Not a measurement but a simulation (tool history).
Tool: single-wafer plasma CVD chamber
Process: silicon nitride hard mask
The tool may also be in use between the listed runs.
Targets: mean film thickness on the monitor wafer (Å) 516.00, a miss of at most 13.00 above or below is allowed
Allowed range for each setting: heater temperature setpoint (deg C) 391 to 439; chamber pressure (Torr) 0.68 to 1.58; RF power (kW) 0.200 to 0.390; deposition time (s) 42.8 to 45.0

run,hour,heater temperature setpoint (deg C),chamber pressure (Torr),RF power (kW),deposition time (s),mean film thickness on the monitor wafer (Å)
1,0.0,415,1.13,0.295,45.0,444.55
2,3.7,415,1.13,0.295,45.0,445.95
3,6.8,415,1.29,0.295,45.0,469.21
4,11.9,415,1.29,0.295,42.8,441.03
5,15.2,415,1.29,0.295,42.8,441.36
6,23.5,415,1.29,0.295,45.0,460.84
7,25.2,415,1.34,0.305,45.0,481.67
8,30.4,415,1.38,0.310,45.0,492.00
# hour 33.4: thermocouple changed; heater temperature recalibrated
9,33.4,415,1.41,0.310,45.0,495.55
10,36.1,415,1.44,0.310,45.0,496.71
11,43.2,415,1.46,0.310,45.0,500.60
12,47.2,415,1.48,0.310,45.0,500.51
13,49.8,415,1.50,0.310,45.0,501.62
14,56.2,415,1.50,0.310,45.0,501.07
15,63.9,415,1.51,0.310,45.0,500.81

Exercise: of the 5 proposed moves below, exactly one satisfies all targets within the stated allowed misses. Which move is it?
A,71.6,424,1.45,0.325,43.0,?
B,71.6,412,1.51,0.295,44.8,?
C,71.6,416,1.52,0.320,45.0,?
D,71.6,418,1.58,0.285,45.0,?
E,71.6,420,1.52,0.305,42.8,?

move,mean film thickness on the monitor wafer (Å)
A,486.69
B,488.80
C,514.31
D,487.00
E,475.31
A: the biggest miss grows against the last run
B: the biggest miss grows against the last run
C: meets every target
D: the biggest miss grows against the last run
E: the biggest miss grows against the last run
The move that meets every target is C.
